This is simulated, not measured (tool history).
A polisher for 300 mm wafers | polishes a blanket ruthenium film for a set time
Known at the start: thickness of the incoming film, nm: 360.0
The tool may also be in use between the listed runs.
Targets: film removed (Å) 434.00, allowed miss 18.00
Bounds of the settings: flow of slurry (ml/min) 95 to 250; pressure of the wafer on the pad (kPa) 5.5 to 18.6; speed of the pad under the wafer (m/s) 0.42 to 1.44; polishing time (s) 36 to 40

run,hour,flow of slurry (ml/min),pressure of the wafer on the pad (kPa),speed of the pad under the wafer (m/s),polishing time (s),film removed (Å)
1,0.0,160,11.7,0.92,40,324.47
2,1.9,160,11.7,0.74,40,265.00
3,10.3,165,13.1,0.74,40,289.82
4,14.2,165,15.9,0.74,40,352.80
5,19.0,165,16.5,0.74,40,369.05
6,23.5,165,17.2,0.74,40,382.13
7,26.0,165,17.9,0.74,40,401.23
8,33.7,165,17.9,0.74,40,398.38

Which of these 4 next moves meets every target?
A,41.4,160,16.5,0.80,39,?
B,41.4,155,16.5,0.82,36,?
C,41.4,160,15.9,0.82,39,?
D,41.4,175,18.6,0.76,40,?

move,film removed (Å)
A,395.09
B,371.86
C,388.13
D,438.05
A: further off than the last run
B: further off than the last run
C: further off than the last run
D: meets every target
Answer: D
